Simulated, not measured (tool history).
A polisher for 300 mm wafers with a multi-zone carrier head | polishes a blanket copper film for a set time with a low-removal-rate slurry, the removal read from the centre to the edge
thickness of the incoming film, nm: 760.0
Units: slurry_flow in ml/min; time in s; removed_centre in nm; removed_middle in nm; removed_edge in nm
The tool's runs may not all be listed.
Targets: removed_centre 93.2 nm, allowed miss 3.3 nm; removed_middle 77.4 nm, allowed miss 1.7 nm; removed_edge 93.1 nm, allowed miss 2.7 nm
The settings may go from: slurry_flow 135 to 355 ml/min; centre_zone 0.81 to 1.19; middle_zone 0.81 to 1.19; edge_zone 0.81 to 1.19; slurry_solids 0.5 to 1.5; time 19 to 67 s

run,hour,slurry_flow,centre_zone,middle_zone,edge_zone,slurry_solids,time,removed_centre,removed_middle,removed_edge
1,0,225,1,1,1,1,43,74.047,72.874,72.849
2,0.5,240,1.02,0.97,1.05,1.1,43,77.312,73.336,76.894
3,3.1,240,1.02,0.97,1.05,1.1,35,63.725,59.391,63.234
4,6.8,240,1.02,0.97,1.05,1.1,25,45.078,42.385,44.579
5,11.2,250,1.04,0.95,1.09,1.2,29,54.475,50.046,54.274
6,16.1,250,1.04,0.95,1.09,1.2,34,65.408,57.969,62.843
7,17.4,250,1.03,0.93,1.12,1.3,36,70.003,61.958,69.479
8,24,250,1.03,0.92,1.14,1.35,38,73.459,65.716,75.279
9,28,255,1.04,0.91,1.15,1.4,39,75.742,66.798,77.145
10,29.5,245,1.08,0.87,1.19,1.5,48,100.72,81.144,97.809
11,38.4,230,1.07,0.87,1.18,1.5,48,98.43,79.761,97.275
12,39,220,1.06,0.87,1.17,1.5,48,95.175,79.746,95.929
13,45.7,215,1.06,0.87,1.17,1.5,48,96.268,79.437,96.363
14,46.8,210,1.06,0.87,1.16,1.5,48,96.611,80.112,93.299

4 next moves are on the table. One of them brings every result within its allowed miss. Which?
A,47.9,165,1.14,0.93,1.06,1.4,51,?,?,?
B,47.9,200,1.14,0.86,1.11,1.5,49,?,?,?
C,47.9,200,1.06,0.87,1.15,1.5,47,?,?,?
D,47.9,195,1.14,0.94,1.04,1.5,48,?,?,?

move,removed_centre,removed_middle,removed_edge
A,101.74,84.896,92.361
B,103.48,80.625,94.404
C,92.907,78.1,91.766
D,100.95,84.675,89.905
A: further off than the last run
B: further off than the last run
C: meets every target
D: further off than the last run
The right move is C.
